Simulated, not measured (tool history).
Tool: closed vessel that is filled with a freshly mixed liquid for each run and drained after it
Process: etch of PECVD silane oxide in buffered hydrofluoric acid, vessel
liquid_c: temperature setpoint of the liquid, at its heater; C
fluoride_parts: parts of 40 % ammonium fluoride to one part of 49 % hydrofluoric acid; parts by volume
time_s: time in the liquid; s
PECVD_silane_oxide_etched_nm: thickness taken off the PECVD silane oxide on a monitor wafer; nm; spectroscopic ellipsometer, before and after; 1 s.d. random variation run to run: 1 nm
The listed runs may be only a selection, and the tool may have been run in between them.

| run | day | liquid_c | fluoride_parts | time_s | PECVD_silane_oxide_etched_nm |
|---|---|---|---|---|---|
| 1 | 0.000 | 23.0 | 19 | 95 | 210.13 |
| 2 | 0.225 | 23.0 | 19 | 95 | 210.98 |
| 3 | 0.558 | 24.0 | 19 | 95 | 224.33 |
| 4 | 0.850 | 25.0 | 19 | 95 | 234.16 |
| 5 | 1.204 | 26.0 | 19 | 95 | 246.51 |
| 6 | 1.354 | 26.5 | 19 | 95 | 255.43 |
| 7 | 1.575 | 27.0 | 19 | 95 | 263.09 |
| 8 | 1.746 | 27.5 | 19 | 95 | 270.66 |

For run 9, what comes out?
| 9 | 1.921 | 28.0 | 19 | 95 | ? |

{"run 9": {"PECVD_silane_oxide_etched_nm": 276.9}}
